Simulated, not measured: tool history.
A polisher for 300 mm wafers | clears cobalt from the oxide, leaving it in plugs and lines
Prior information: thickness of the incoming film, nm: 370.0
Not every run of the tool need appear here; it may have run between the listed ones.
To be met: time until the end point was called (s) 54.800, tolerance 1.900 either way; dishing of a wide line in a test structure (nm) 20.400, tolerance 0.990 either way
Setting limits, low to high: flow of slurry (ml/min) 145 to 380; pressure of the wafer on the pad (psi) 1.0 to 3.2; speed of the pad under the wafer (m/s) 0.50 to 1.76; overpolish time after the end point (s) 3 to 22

run    day  flow of slurry (ml/min)  pressure of the wafer on the pad (psi)  speed of the pad under the wafer (m/s)  overpolish time after the end point (s)  time until the end point was called (s)  dishing of a wide line in a test structure (nm)
  1  0.000                      245                                     2.1                                    1.12                                       11                                   80.064                                           19.198
  2  0.192                      245                                     2.1                                    1.12                                       15                                   79.722                                           19.814
  3  0.425                      220                                     2.1                                    1.12                                       15                                   80.943                                           19.863
  4  0.767                      200                                     2.1                                    1.12                                       15                                   81.327                                           19.836
  5  1.071                      200                                     2.1                                    1.12                                       20                                   81.522                                           19.779
  6  1.200                      200                                     2.6                                    1.12                                       20                                   66.284                                           20.444
  7  1.404                      200                                     2.7                                    1.12                                       19                                   63.718                                           20.326
  8  1.596                      200                                     2.8                                    1.12                                       19                                   60.495                                           19.689
  9  1.933                      205                                     2.8                                    1.12                                       20                                   61.573                                           20.373
 10  1.996                      205                                     2.9                                    1.12                                       20                                   59.063                                           20.690

4 candidate next runs follow, results not yet known. Just one meets every target within its allowed miss. Identify it.
  A  2.058                      240                                     2.0                                    1.48                                       18                                        ?                                                ?
  B  2.058                      150                                     3.2                                    1.16                                       18                                        ?                                                ?
  C  2.058                      180                                     3.0                                    0.96                                       11                                        ?                                                ?
  D  2.058                      185                                     2.9                                    1.04                                       21                                        ?                                                ?

move  time until the end point was called (s)  dishing of a wide line in a test structure (nm)
   A                                   64.334                                           20.031
   B                                   54.879                                           20.040
   C                                   67.249                                           19.291
   D                                   64.366                                           20.075
A: misses by more than the last run did
B: every result within its allowed miss
C: misses by more than the last run did
D: misses by more than the last run did
B meets every target.
